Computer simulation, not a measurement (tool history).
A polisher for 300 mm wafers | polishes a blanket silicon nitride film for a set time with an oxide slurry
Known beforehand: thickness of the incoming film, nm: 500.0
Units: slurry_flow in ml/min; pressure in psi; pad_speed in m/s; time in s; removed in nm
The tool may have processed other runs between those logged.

run	day	slurry_flow	pressure	pad_speed	slurry_solids	time	removed
1	0	145	4.8	0.96	1	104	71.229
2	0.246	165	4.8	0.96	1	104	73.611
3	0.538	165	4.4	0.94	1	104	68.772
4	0.688	165	5.3	0.94	1	104	78.264
5	0.712	180	5.3	0.94	1	104	77.484
6	0.867	180	4.9	0.88	1	104	70.172
7	0.9	180	4.5	0.84	1	104	66.205

Expected results for the next run?
8	0.954	180	4.2	0.78	1	104	?

Logged for run 8: removed 58.461 nm.
